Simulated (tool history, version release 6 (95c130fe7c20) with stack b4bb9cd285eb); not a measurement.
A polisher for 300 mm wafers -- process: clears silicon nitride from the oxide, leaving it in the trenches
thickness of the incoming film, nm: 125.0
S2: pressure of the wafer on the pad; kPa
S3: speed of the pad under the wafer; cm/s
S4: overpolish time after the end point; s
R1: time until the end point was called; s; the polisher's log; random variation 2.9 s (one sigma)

Run 1, hour 0.0: flow of slurry (ml/min) 290, S2 18.6 kPa, S3 118 cm/s, S4 7 s. Result: R1 149.33 s.
Run 2, hour 5.2: flow of slurry (ml/min) 290, S2 18.6 kPa, S3 118 cm/s, S4 7 s. Result: R1 145.48 s.
Run 3, hour 9.1: flow of slurry (ml/min) 290, S2 17.2 kPa, S3 118 cm/s, S4 7 s. Result: R1 159.89 s.
Run 4, hour 17.0: flow of slurry (ml/min) 290, S2 17.2 kPa, S3 102 cm/s, S4 7 s. Result: R1 181.20 s.
Run 5, hour 22.7: flow of slurry (ml/min) 290, S2 17.2 kPa, S3 102 cm/s, S4 7 s. Result: R1 177.56 s.
Run 6, hour 31.6: flow of slurry (ml/min) 290, S2 19.3 kPa, S3 102 cm/s, S4 7 s. Result: R1 156.12 s.
Run 7, hour 34.7: flow of slurry (ml/min) 290, S2 17.9 kPa, S3 102 cm/s, S4 7 s. Result: R1 170.24 s.
Run 8, hour 35.6: flow of slurry (ml/min) 290, S2 16.5 kPa, S3 102 cm/s, S4 7 s. Result: R1 183.05 s.
Run 9, hour 38.3: flow of slurry (ml/min) 290, S2 15.9 kPa, S3 102 cm/s, S4 7 s. Result: R1 197.24 s.

Run 10 is up next; what results do you expect?
Run 10, hour 45.1: flow of slurry (ml/min) 290, S2 15.2 kPa, S3 102 cm/s, S4 7 s. Result: R1 ?.

{"run 10": {"R1": 194.65}}
